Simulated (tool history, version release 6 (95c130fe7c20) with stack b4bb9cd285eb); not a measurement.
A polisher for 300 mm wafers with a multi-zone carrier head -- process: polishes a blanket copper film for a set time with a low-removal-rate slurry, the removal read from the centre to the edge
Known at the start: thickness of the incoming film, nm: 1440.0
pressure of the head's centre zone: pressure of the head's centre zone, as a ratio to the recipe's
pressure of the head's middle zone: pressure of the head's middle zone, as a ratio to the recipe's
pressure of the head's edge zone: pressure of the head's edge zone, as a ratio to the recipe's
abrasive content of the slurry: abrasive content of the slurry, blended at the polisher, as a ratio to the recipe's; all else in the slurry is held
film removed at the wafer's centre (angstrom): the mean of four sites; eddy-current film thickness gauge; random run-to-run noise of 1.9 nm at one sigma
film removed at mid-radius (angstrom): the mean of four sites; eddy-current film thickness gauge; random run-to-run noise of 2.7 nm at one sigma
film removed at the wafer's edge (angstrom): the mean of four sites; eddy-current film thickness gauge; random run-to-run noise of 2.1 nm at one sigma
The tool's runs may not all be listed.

run  hour  flow of slurry (ml/min)  pressure of the head's centre zone  pressure of the head's middle zone  pressure of the head's edge zone  abrasive content of the slurry  polishing time (s)  film removed at the wafer's centre (angstrom)  film removed at mid-radius (angstrom)  film removed at the wafer's edge (angstrom)
  1   0.0                      285                                1.00                                1.00                              1.00                            1.00                  37                                         1405.0                                 1441.7                                       1409.9
  2   6.8                      285                                1.00                                1.00                              1.00                            1.00                  29                                         1112.9                                 1090.3                                       1107.7
  3   8.7                      285                                0.99                                1.01                              1.01                            1.05                  31                                         1207.7                                 1186.5                                       1200.5
  4  13.4                      285                                0.99                                0.94                              1.01                            1.05                  31                                         1181.6                                 1163.2                                       1219.1
  5  16.0                      285                                0.97                                0.95                              1.01                            1.10                  33                                         1247.6                                 1215.1                                       1291.1
  6  22.8                      285                                0.97                                0.90                              1.01                            1.10                  33                                         1270.0                                 1157.3                                       1289.3
  7  25.4                      305                                0.96                                1.00                              1.11                            1.35                  43                                         1679.4                                 1803.2                                       1827.4
  8  34.1                      305                                0.96                                1.01                              1.12                            1.35                  43                                         1688.2                                 1804.2                                       1888.6
  9  39.7                      305                                0.96                                1.03                              1.12                            1.35                  43                                         1686.5                                 1760.0                                       1854.6

Run 10 is up next; what results do you expect?
 10  44.2                      310                                0.94                                1.04                              1.10                            1.35                  44                                              ?                                      ?                                            ?

Run 10 yielded film removed at the wafer's centre (angstrom) 1708.8, film removed at mid-radius (angstrom) 1845.4, film removed at the wafer's edge (angstrom) 1904.9.
